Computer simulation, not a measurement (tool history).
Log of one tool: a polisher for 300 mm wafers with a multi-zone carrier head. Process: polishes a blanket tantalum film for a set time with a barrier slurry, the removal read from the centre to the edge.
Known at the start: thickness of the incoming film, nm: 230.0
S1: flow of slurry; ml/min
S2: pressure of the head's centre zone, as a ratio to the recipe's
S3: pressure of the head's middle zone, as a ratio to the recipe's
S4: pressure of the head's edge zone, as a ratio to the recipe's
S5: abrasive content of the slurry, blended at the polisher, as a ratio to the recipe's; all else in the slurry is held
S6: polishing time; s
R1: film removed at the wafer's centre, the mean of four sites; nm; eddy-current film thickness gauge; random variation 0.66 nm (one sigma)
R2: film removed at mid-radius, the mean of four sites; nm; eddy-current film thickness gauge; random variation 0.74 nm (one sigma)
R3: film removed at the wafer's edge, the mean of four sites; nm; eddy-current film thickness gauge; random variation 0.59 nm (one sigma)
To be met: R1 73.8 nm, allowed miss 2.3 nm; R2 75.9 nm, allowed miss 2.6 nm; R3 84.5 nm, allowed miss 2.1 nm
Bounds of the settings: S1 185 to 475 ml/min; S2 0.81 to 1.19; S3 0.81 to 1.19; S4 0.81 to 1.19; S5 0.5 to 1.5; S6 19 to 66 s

run,day,S1,S2,S3,S4,S5,S6,R1,R2,R3
1,0,305,1,1,1,1,42,84.325,86.442,83.579
2,0.275,305,1,1,1,1.15,42,88.185,90.805,87.421
3,0.321,305,1,1,1,1.35,42,91.625,93.455,90.919
4,0.642,375,1,1,1,1.35,42,93.99,95.582,91.447
5,0.842,375,1,0.97,1,1.35,42,93.178,94.103,93.156
6,1.108,375,1,0.97,1.05,1.35,42,93.469,94.414,94.622
7,1.371,375,1,0.97,1.05,1.35,42,95.058,93.432,94.832
8,1.621,365,0.97,0.93,1.02,1.25,42,86.737,89.007,90.876
9,1.875,310,0.93,0.83,1.01,1.05,41,78.778,75.368,84.614
10,1.962,310,0.92,0.83,1.01,1.05,41,77.943,75.8,84.291

5 next moves are on the table. One of them brings every result within its allowed miss. Which?
A,2.05,270,0.95,0.81,1.08,1,39,?,?,?
B,2.05,270,0.81,0.81,1.15,1,43,?,?,?
C,2.05,415,0.9,0.85,1.1,1.25,37,?,?,?
D,2.05,295,0.86,0.81,1.03,1.1,42,?,?,?
E,2.05,340,0.98,0.87,0.97,1,41,?,?,?

move,R1,R2,R3
A,73.878,69.632,80.662
B,69.363,76.822,91.825
C,73.753,75.264,84.589
D,74.767,77.859,87.836
E,82.371,78.372,81.934
A: brings the result that was furthest off to its target, and leaves another outside
B: takes the result that was furthest off past its target
C: meets every target
D: brings the result that was furthest off to its target, and leaves another outside
E: further off than the last run
Move C is the one to make.

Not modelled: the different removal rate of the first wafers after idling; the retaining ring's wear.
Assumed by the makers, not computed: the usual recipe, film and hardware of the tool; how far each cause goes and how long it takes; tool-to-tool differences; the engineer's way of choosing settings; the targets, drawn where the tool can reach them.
